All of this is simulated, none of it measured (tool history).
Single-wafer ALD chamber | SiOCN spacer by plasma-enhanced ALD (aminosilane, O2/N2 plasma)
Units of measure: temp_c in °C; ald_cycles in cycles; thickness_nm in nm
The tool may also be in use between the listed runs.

run 1 hour=0 | temp_c=415 ald_cycles=78 | thickness_nm=4.8924
run 2 hour=6.6 | temp_c=418 ald_cycles=75 | thickness_nm=4.6463
run 3 hour=11.2 | temp_c=423 ald_cycles=75 | thickness_nm=4.5728
run 4 hour=19.2 | temp_c=415 ald_cycles=75 | thickness_nm=4.6861
run 5 hour=27.7 | temp_c=420 ald_cycles=75 | thickness_nm=4.6294
run 6 hour=34.5 | temp_c=416 ald_cycles=75 | thickness_nm=4.6634
run 7 hour=37.6 | temp_c=418 ald_cycles=73 | thickness_nm=4.5301
run 8 hour=45 | temp_c=420 ald_cycles=71 | thickness_nm=4.3726

The next listed run, before its measurement:
run 9 hour=50.3 | temp_c=422 ald_cycles=70 | thickness_nm=?

Run 9 gave thickness_nm 4.279 nm.

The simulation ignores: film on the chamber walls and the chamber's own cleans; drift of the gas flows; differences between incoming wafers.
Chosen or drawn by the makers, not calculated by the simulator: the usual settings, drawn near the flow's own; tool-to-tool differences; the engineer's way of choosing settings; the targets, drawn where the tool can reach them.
